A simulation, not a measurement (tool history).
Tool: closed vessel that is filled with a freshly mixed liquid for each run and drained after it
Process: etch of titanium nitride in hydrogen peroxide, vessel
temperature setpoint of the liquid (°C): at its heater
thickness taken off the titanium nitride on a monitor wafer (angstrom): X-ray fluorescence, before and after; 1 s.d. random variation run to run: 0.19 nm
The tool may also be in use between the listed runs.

run    day  temperature setpoint of the liquid (°C)  concentration of hydrogen peroxide in the mixed liquid (% by weight)  time in the liquid (s)  thickness taken off the titanium nitride on a monitor wafer (angstrom)
  1  0.000                                     53.0                                                                  19.5                    2295                                                                  651.99
  2  0.062                                     53.0                                                                  19.5                    2295                                                                  647.57
  3  0.333                                     50.0                                                                  19.5                    2295                                                                  528.61
  4  0.571                                     45.0                                                                  19.5                    2295                                                                  363.56
  5  0.908                                     45.0                                                                  19.5                    2295                                                                  361.39
  6  1.229                                     51.0                                                                  19.5                    2295                                                                  566.71
  7  1.471                                     48.5                                                                  19.5                    2295                                                                  476.51

For run 8, what comes out?
  8  1.571                                     46.5                                                                  19.5                    2295                                                                       ?

For run 8 the tool returned thickness taken off the titanium nitride on a monitor wafer (angstrom) 408.12.

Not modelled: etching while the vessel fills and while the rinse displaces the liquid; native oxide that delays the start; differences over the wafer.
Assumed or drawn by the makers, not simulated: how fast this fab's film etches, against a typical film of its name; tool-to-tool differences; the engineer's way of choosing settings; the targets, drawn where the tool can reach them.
